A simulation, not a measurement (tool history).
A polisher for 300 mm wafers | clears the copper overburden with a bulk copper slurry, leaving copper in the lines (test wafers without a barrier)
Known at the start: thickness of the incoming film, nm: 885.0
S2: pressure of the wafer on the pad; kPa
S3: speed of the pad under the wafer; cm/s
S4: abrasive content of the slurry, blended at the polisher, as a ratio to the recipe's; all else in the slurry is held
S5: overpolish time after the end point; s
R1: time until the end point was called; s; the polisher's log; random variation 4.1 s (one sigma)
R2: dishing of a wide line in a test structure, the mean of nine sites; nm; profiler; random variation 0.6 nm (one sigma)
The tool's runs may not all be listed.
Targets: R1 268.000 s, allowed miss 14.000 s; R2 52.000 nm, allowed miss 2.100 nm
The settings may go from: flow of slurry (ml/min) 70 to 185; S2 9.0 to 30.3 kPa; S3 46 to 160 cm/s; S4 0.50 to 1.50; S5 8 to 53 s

run 1 hour=0.0 | flow_of_slurry_(ml/min)=120 S2=19.3 S3=102 S4=1.00 S5=27 | R1=94.282 R2=70.798
run 2 hour=3.3 | flow_of_slurry_(ml/min)=115 S2=16.5 S3=88 S4=1.00 S5=25 | R1=126.930 R2=64.453
run 3 hour=4.9 | flow_of_slurry_(ml/min)=110 S2=14.5 S3=78 S4=1.00 S5=25 | R1=160.490 R2=57.345
run 4 hour=11.6 | flow_of_slurry_(ml/min)=105 S2=13.1 S3=74 S4=1.00 S5=30 | R1=181.340 R2=56.899
run 5 hour=13.6 | flow_of_slurry_(ml/min)=115 S2=13.1 S3=74 S4=1.00 S5=30 | R1=181.250 R2=58.977
run 6 hour=15.3 | flow_of_slurry_(ml/min)=110 S2=11.7 S3=70 S4=1.00 S5=31 | R1=201.510 R2=55.938
run 7 hour=22.1 | flow_of_slurry_(ml/min)=105 S2=11.0 S3=66 S4=1.00 S5=32 | R1=232.260 R2=53.434
run 8 hour=28.4 | flow_of_slurry_(ml/min)=105 S2=11.0 S3=66 S4=1.00 S5=32 | R1=230.700 R2=52.621
run 9 hour=34.7 | flow_of_slurry_(ml/min)=100 S2=10.3 S3=66 S4=1.00 S5=35 | R1=241.030 R2=54.537

Which of these 4 next moves meets every target?
run A hour=41.0 | flow_of_slurry_(ml/min)=95 S2=13.1 S3=50 S4=0.75 S5=33 | R1=? R2=?
run B hour=41.0 | flow_of_slurry_(ml/min)=70 S2=9.0 S3=84 S4=1.20 S5=24 | R1=? R2=?
run C hour=41.0 | flow_of_slurry_(ml/min)=90 S2=11.0 S3=76 S4=0.65 S5=28 | R1=? R2=?
run D hour=41.0 | flow_of_slurry_(ml/min)=130 S2=13.8 S3=46 S4=0.90 S5=33 | R1=? R2=?

move=A R1=301.660 R2=48.228
move=B R1=233.620 R2=45.147
move=C R1=246.740 R2=48.453
move=D R1=272.450 R2=51.091
A: takes the result that was furthest off past its target
B: further off than the last run
C: nearer than the last run, and not there yet
D: meets every target
Answer: D
